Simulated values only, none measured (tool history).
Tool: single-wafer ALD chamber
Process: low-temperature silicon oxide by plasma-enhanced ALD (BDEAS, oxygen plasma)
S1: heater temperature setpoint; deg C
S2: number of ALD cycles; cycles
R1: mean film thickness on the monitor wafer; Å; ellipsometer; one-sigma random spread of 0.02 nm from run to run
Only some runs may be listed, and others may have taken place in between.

run  hour  S1  S2      R1
  1     0  95  21  28.726
  2   2.8  95  19  25.921
  3   3.6  92  20  27.695
  4  10.2  92  21  29.116
  5  10.9  90  22  30.669
  6  17.4  90  19  26.553
  7  22.9  87  20   28.11
  8    31  85  21  29.793
  9  39.1  83  22  31.712
 10    42  82  23  33.182

Forecast run 11:
 11  50.4  81  23   ?

{"run 11": {"R1": 32.873}}

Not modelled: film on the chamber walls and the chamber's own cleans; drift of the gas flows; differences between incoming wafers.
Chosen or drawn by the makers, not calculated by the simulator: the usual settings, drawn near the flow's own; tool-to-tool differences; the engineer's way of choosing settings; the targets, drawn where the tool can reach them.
